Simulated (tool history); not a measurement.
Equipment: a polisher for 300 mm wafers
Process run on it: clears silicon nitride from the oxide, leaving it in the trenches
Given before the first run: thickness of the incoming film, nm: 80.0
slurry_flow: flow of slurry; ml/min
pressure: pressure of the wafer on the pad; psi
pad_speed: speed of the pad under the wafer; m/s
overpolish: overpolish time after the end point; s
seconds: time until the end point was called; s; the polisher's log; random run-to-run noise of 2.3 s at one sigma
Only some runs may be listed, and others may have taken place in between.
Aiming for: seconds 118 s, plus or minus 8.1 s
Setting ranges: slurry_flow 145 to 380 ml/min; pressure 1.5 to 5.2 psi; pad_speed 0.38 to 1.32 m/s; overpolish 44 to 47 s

run  hour  slurry_flow  pressure  pad_speed  overpolish  seconds
  1     0          245       3.3       0.84          44   77.634
  2   7.9          245       3.2       0.84          44   77.826
  3  14.3          245       3.2       0.84          44   76.975
  4  19.5          245         3       0.84          44   83.042
  5  28.4          245       2.9       0.84          44   82.255
  6  29.5          245       2.9       0.72          44   92.598
  7  33.8          245       2.8       0.72          44   93.234
  8  38.6          245       2.7       0.72          44   97.959
  9  41.1          245       2.6       0.72          44   94.205
 10    47          245       2.5        0.7          44   103.29
 11  55.2          245       2.5        0.7          44   98.571
 12  62.7          245       2.4       0.68          44   106.09

Which one of the following 5 next-run settings gets every result inside its allowed miss? There is exactly one.
  A  70.2          180       2.7       0.52          47        ?
  B  70.2          265       3.1       0.74          44        ?
  C  70.2          230       1.8       0.56          44        ?
  D  70.2          340       1.7       0.58          44        ?
  E  70.2          225       2.8       0.62          47        ?

move  seconds
   A   119.56
   B   84.345
   C   140.09
   D   136.15
   E   102.41
A: all results land within tolerance of their targets
B: misses by more than the last run did
C: the result that was furthest off in the last run now lies on the other side of its target
D: the result that was furthest off in the last run now lies on the other side of its target
E: misses by more than the last run did
Move A is the one to make.
